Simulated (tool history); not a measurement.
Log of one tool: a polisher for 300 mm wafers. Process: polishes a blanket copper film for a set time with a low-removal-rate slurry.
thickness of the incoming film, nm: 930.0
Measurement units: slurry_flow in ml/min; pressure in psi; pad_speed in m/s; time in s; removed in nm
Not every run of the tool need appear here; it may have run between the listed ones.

{"run": 1, "hour": 0.0, "slurry_flow": 215, "pressure": 3.2, "pad_speed": 1.28, "slurry_solids": 1, "time": 34, "removed": 133.31}
{"run": 2, "hour": 7.4, "slurry_flow": 215, "pressure": 3.2, "pad_speed": 1.04, "slurry_solids": 1, "time": 34, "removed": 114.36}
{"run": 3, "hour": 16.2, "slurry_flow": 195, "pressure": 3.2, "pad_speed": 1.04, "slurry_solids": 1, "time": 34, "removed": 109.75}
{"run": 4, "hour": 23.0, "slurry_flow": 190, "pressure": 2.7, "pad_speed": 1.02, "slurry_solids": 1, "time": 34, "removed": 95.273}
{"run": 5, "hour": 30.9, "slurry_flow": 190, "pressure": 2.7, "pad_speed": 1.02, "slurry_solids": 1, "time": 34, "removed": 92.495}
{"run": 6, "hour": 38.3, "slurry_flow": 190, "pressure": 3.2, "pad_speed": 1.02, "slurry_solids": 1, "time": 34, "removed": 112.33}
{"run": 7, "hour": 46.5, "slurry_flow": 190, "pressure": 2.7, "pad_speed": 1, "slurry_solids": 1, "time": 34, "removed": 91.219}
{"run": 8, "hour": 53.8, "slurry_flow": 190, "pressure": 2.4, "pad_speed": 0.98, "slurry_solids": 1, "time": 34, "removed": 81.269}
{"run": 9, "hour": 59.4, "slurry_flow": 190, "pressure": 2.2, "pad_speed": 0.98, "slurry_solids": 1, "time": 34, "removed": 76.292}
{"run": 10, "hour": 65.1, "slurry_flow": 190, "pressure": 1.6, "pad_speed": 0.96, "slurry_solids": 1, "time": 34, "removed": 52.145}
{"run": 11, "hour": 67.3, "slurry_flow": 190, "pressure": 1.7, "pad_speed": 0.96, "slurry_solids": 1, "time": 34, "removed": 55.809}

Run 12, settings as shown, results not yet in. Your forecast:
{"run": 12, "hour": 75.4, "slurry_flow": 190, "pressure": 2.1, "pad_speed": 0.98, "slurry_solids": 1, "time": 34, "removed": "?"}

{"run 12": {"removed": 71.052}}

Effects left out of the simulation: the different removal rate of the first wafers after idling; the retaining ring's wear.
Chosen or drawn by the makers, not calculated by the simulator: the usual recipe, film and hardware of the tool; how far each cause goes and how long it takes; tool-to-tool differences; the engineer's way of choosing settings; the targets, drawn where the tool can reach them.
